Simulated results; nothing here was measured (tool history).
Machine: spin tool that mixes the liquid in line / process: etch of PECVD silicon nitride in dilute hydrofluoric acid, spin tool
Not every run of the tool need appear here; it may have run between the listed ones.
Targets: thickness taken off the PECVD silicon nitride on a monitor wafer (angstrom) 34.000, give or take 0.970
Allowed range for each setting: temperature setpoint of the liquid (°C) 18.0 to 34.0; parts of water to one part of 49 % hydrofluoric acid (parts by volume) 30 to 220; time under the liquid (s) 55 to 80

run	hour	temperature setpoint of the liquid (°C)	parts of water to one part of 49 % hydrofluoric acid (parts by volume)	time under the liquid (s)	thickness taken off the PECVD silicon nitride on a monitor wafer (angstrom)
1	0.0	26.0	125	80	44.270
2	1.8	25.5	125	80	42.576
3	6.6	25.5	105	80	50.623
4	10.9	27.0	105	80	55.842
5	19.0	27.0	105	55	38.328
6	25.9	27.0	105	55	38.403
7	26.8	26.5	105	55	37.288
8	27.9	26.0	105	55	35.924

Below are 5 possible settings for the next run. Only one of them brings all results inside the allowed miss of their targets. Which is it?
A	29.0	27.0	110	55	?
B	29.0	25.5	110	60	?
C	29.0	25.0	105	55	?
D	29.0	25.5	135	75	?
E	29.0	27.5	115	60	?

move	thickness taken off the PECVD silicon nitride on a monitor wafer (angstrom)
A	36.493
B	36.127
C	33.567
D	36.853
E	39.326
A: the biggest miss grows against the last run
B: the biggest miss grows against the last run
C: all results in spec
D: the biggest miss grows against the last run
E: the biggest miss grows against the last run
Answer: C
